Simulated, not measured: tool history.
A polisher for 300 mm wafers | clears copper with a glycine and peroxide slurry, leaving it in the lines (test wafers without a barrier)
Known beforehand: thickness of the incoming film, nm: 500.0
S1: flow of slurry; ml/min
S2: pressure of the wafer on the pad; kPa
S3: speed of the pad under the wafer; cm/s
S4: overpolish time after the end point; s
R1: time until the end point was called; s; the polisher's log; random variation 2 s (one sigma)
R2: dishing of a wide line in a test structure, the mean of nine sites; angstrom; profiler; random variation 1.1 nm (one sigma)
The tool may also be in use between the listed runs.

run,hour,S1,S2,S3,S4,R1,R2
1,0,140,18.6,108,21,91.276,740.81
2,4.1,140,18.6,122,21,82.95,803.33
3,6.4,140,17.2,120,20,90.274,712.29
4,13.4,140,16.5,120,19,93.656,686.92
5,18.5,140,19.3,120,19,80.767,767.17
6,22.3,140,17.9,120,18,87.281,703.36
7,24.8,140,17.2,120,17,90.109,629.48
8,26.9,140,17.2,120,17,87.324,646.48
9,29.5,140,16.5,120,17,90.56,616.32

The next listed run, before its measurement:
10,37.5,140,15.9,120,17,?,?

{"run 10": {"R1": 93.247, "R2": 629.56}}
